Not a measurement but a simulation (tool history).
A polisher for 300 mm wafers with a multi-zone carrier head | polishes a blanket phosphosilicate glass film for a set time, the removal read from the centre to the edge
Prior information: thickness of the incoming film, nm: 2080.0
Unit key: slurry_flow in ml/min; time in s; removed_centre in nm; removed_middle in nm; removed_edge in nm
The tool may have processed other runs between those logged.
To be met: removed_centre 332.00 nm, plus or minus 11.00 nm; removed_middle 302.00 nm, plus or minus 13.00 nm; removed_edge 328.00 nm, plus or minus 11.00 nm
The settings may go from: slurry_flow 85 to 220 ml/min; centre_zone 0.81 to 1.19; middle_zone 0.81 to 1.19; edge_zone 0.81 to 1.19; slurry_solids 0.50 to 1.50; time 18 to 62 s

run,day,slurry_flow,centre_zone,middle_zone,edge_zone,slurry_solids,time,removed_centre,removed_middle,removed_edge
1,0.000,140,1.00,1.00,1.00,1.00,40,229.74,239.28,231.86
2,0.183,140,1.00,1.00,0.93,1.00,40,230.62,237.97,224.08
3,0.317,150,1.02,0.98,0.99,1.15,40,257.27,249.06,243.75
4,0.438,150,1.02,1.06,0.99,1.15,40,252.48,265.40,248.99
5,0.696,150,1.02,1.00,0.99,1.15,40,254.38,258.14,247.42
6,1.062,150,1.02,1.00,0.95,1.15,40,256.17,259.99,241.09
7,1.408,150,1.03,0.99,1.02,1.25,41,269.93,266.49,263.28
8,1.658,160,1.04,0.99,1.07,1.35,41,283.54,275.24,286.54
9,1.692,170,1.06,1.00,1.09,1.40,41,297.79,289.94,287.60
10,1.954,175,1.06,0.98,1.11,1.45,42,310.97,285.10,297.29
11,2.000,170,1.06,0.98,1.12,1.45,43,313.78,299.23,310.87
12,2.096,175,1.07,0.97,1.13,1.45,43,318.31,293.71,315.54
13,2.450,180,1.07,0.97,1.14,1.45,43,316.26,296.08,318.25

4 next moves are on the table. One of them brings every result within its allowed miss. Which?
A,2.804,150,1.02,1.04,1.15,1.20,47,?,?,?
B,2.804,165,1.03,1.00,1.15,1.40,45,?,?,?
C,2.804,220,1.08,0.95,1.18,1.50,42,?,?,?
D,2.804,165,1.05,1.04,1.16,1.45,43,?,?,?

move,removed_centre,removed_middle,removed_edge
A,301.40,317.67,317.69
B,313.02,316.20,324.66
C,329.07,303.04,324.64
D,308.54,315.10,315.06
A: lands further from the targets than the last run did
B: lands further from the targets than the last run did
C: all results land within tolerance of their targets
D: lands further from the targets than the last run did
The right move is C.
